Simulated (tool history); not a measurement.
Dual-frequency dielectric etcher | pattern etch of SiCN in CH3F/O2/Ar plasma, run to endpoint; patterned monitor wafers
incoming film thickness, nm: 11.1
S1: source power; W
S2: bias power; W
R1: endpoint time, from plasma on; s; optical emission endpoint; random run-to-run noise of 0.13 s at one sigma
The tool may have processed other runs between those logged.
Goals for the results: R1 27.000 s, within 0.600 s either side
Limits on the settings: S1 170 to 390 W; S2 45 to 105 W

Run 1, hour 0.0: S1 280 W, S2 75 W. Result: R1 32.392 s.
Run 2, hour 1.7: S1 310 W, S2 78 W. Result: R1 30.260 s.
Run 3, hour 4.2: S1 260 W, S2 78 W. Result: R1 33.036 s.
Run 4, hour 9.9: S1 290 W, S2 80 W. Result: R1 30.852 s.
Run 5, hour 11.8: S1 310 W, S2 81 W. Result: R1 29.701 s.
Run 6, hour 15.8: S1 310 W, S2 73 W. Result: R1 30.582 s.
Run 7, hour 21.8: S1 330 W, S2 74 W. Result: R1 29.459 s.
Run 8, hour 29.3: S1 340 W, S2 75 W. Result: R1 28.889 s.
Run 9, hour 32.7: S1 350 W, S2 76 W. Result: R1 28.491 s.
Run 10, hour 39.9: S1 360 W, S2 77 W. Result: R1 27.873 s.

Which of these 4 next moves meets every target?
Run A, hour 47.1: S1 350 W, S2 70 W. Result: R1 ?.
Run B, hour 47.1: S1 360 W, S2 86 W. Result: R1 ?.
Run C, hour 47.1: S1 360 W, S2 74 W. Result: R1 ?.
Run D, hour 47.1: S1 340 W, S2 74 W. Result: R1 ?.

move      R1
   A  29.143
   B  27.138
   C  28.297
   D  29.150
A: its largest miss is bigger than the last run's
B: every result within its allowed miss
C: its largest miss is bigger than the last run's
D: its largest miss is bigger than the last run's
Answer: B

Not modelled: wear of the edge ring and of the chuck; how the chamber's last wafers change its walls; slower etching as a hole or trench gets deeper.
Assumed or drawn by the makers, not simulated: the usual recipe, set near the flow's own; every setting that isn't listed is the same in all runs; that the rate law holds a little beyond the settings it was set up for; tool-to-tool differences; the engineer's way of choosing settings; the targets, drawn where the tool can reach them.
